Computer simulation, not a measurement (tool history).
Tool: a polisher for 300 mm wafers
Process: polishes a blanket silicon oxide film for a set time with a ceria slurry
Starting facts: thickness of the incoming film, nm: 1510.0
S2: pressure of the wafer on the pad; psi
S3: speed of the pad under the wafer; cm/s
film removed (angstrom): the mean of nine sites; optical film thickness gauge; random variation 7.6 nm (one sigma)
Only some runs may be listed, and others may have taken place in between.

Run 1, day 0.000: flow of slurry (ml/min) 295, S2 3.7 psi, S3 140 cm/s, polishing time (s) 73. Result: film removed (angstrom) 5558.0.
Run 2, day 0.242: flow of slurry (ml/min) 295, S2 3.7 psi, S3 140 cm/s, polishing time (s) 73. Result: film removed (angstrom) 5581.6.
Run 3, day 0.446: flow of slurry (ml/min) 295, S2 4.0 psi, S3 140 cm/s, polishing time (s) 73. Result: film removed (angstrom) 6053.7.
Run 4, day 0.488: flow of slurry (ml/min) 295, S2 4.2 psi, S3 140 cm/s, polishing time (s) 73. Result: film removed (angstrom) 6324.1.
Run 5, day 0.546: flow of slurry (ml/min) 295, S2 4.2 psi, S3 140 cm/s, polishing time (s) 73. Result: film removed (angstrom) 6300.6.
Run 6, day 0.879: flow of slurry (ml/min) 325, S2 4.2 psi, S3 140 cm/s, polishing time (s) 73. Result: film removed (angstrom) 6396.0.
Run 7, day 0.958: flow of slurry (ml/min) 325, S2 4.4 psi, S3 140 cm/s, polishing time (s) 73. Result: film removed (angstrom) 6541.2.
Run 8, day 1.271: flow of slurry (ml/min) 325, S2 4.6 psi, S3 142 cm/s, polishing time (s) 73. Result: film removed (angstrom) 6976.3.
Run 9, day 1.433: flow of slurry (ml/min) 325, S2 4.7 psi, S3 144 cm/s, polishing time (s) 73. Result: film removed (angstrom) 7202.2.
Run 10, day 1.762: flow of slurry (ml/min) 325, S2 4.8 psi, S3 146 cm/s, polishing time (s) 73. Result: film removed (angstrom) 7538.9.
Run 11, day 1.946: flow of slurry (ml/min) 325, S2 4.9 psi, S3 148 cm/s, polishing time (s) 73. Result: film removed (angstrom) 7756.6.

What will run 12 give?
Run 12, day 2.183: flow of slurry (ml/min) 325, S2 5.0 psi, S3 150 cm/s, polishing time (s) 73. Result: film removed (angstrom) ?.

For run 12 the tool returned film removed (angstrom) 8084.2.
